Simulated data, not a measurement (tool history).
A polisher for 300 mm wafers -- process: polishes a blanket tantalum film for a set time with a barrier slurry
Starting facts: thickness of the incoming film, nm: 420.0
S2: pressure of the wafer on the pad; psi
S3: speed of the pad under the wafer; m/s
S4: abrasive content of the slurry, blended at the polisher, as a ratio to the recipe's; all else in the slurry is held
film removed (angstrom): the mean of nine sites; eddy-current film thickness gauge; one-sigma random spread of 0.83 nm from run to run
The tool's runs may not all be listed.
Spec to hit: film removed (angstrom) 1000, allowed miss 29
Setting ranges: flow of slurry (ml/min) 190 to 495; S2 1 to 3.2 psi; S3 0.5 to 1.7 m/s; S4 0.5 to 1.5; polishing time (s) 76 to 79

{"run": 1, "hour": 0.0, "flow of slurry (ml/min)": 320, "S2": 2.1, "S3": 1.1, "S4": 1, "polishing time (s)": 76, "film removed (angstrom)": 1308.1}
{"run": 2, "hour": 5.7, "flow of slurry (ml/min)": 320, "S2": 2.1, "S3": 1.1, "S4": 1, "polishing time (s)": 79, "film removed (angstrom)": 1353}
{"run": 3, "hour": 13.7, "flow of slurry (ml/min)": 320, "S2": 2.1, "S3": 1.24, "S4": 1, "polishing time (s)": 79, "film removed (angstrom)": 1501.5}
{"run": 4, "hour": 16.2, "flow of slurry (ml/min)": 320, "S2": 2.1, "S3": 1.24, "S4": 1, "polishing time (s)": 76, "film removed (angstrom)": 1483.1}
{"run": 5, "hour": 19.1, "flow of slurry (ml/min)": 320, "S2": 2, "S3": 1.24, "S4": 1, "polishing time (s)": 76, "film removed (angstrom)": 1406}
{"run": 6, "hour": 25.1, "flow of slurry (ml/min)": 320, "S2": 1.9, "S3": 1.24, "S4": 1, "polishing time (s)": 76, "film removed (angstrom)": 1333.8}
{"hour": 28.8, "done": "slurry nozzle cleaned"}
{"run": 7, "hour": 28.8, "flow of slurry (ml/min)": 320, "S2": 1.8, "S3": 1.24, "S4": 1, "polishing time (s)": 76, "film removed (angstrom)": 1293.8}
{"run": 8, "hour": 34.6, "flow of slurry (ml/min)": 320, "S2": 1.7, "S3": 1.24, "S4": 1, "polishing time (s)": 76, "film removed (angstrom)": 1227.6}
{"run": 9, "hour": 36.4, "flow of slurry (ml/min)": 320, "S2": 1.2, "S3": 1.24, "S4": 1, "polishing time (s)": 76, "film removed (angstrom)": 910.95}
{"run": 10, "hour": 37.2, "flow of slurry (ml/min)": 325, "S2": 1.4, "S3": 1.24, "S4": 1, "polishing time (s)": 76, "film removed (angstrom)": 1041.3}
{"run": 11, "hour": 39.2, "flow of slurry (ml/min)": 320, "S2": 1.4, "S3": 1.24, "S4": 1, "polishing time (s)": 76, "film removed (angstrom)": 1044.7}
{"run": 12, "hour": 48.1, "flow of slurry (ml/min)": 320, "S2": 1.3, "S3": 1.24, "S4": 1, "polishing time (s)": 76, "film removed (angstrom)": 967.74}

Exercise: of the 4 proposed moves below, exactly one satisfies all targets within the stated allowed misses. Which move is it?
{"run": "A", "hour": 57.0, "flow of slurry (ml/min)": 280, "S2": 1.3, "S3": 1.36, "S4": 0.85, "polishing time (s)": 76, "film removed (angstrom)": "?"}
{"run": "B", "hour": 57.0, "flow of slurry (ml/min)": 250, "S2": 1.1, "S3": 1.4, "S4": 1.15, "polishing time (s)": 76, "film removed (angstrom)": "?"}
{"run": "C", "hour": 57.0, "flow of slurry (ml/min)": 315, "S2": 1.3, "S3": 1.3, "S4": 1, "polishing time (s)": 79, "film removed (angstrom)": "?"}
{"run": "D", "hour": 57.0, "flow of slurry (ml/min)": 330, "S2": 1.7, "S3": 1.1, "S4": 1, "polishing time (s)": 77, "film removed (angstrom)": "?"}

move=A film_removed_(angstrom)=998.5
move=B film_removed_(angstrom)=954.91
move=C film_removed_(angstrom)=1048.7
move=D film_removed_(angstrom)=1104.5
A: each result inside its tolerance
B: the biggest miss grows against the last run
C: moves the result that the last run missed by most past its target, out the other side
D: moves the result that the last run missed by most past its target, out the other side
A meets every target.
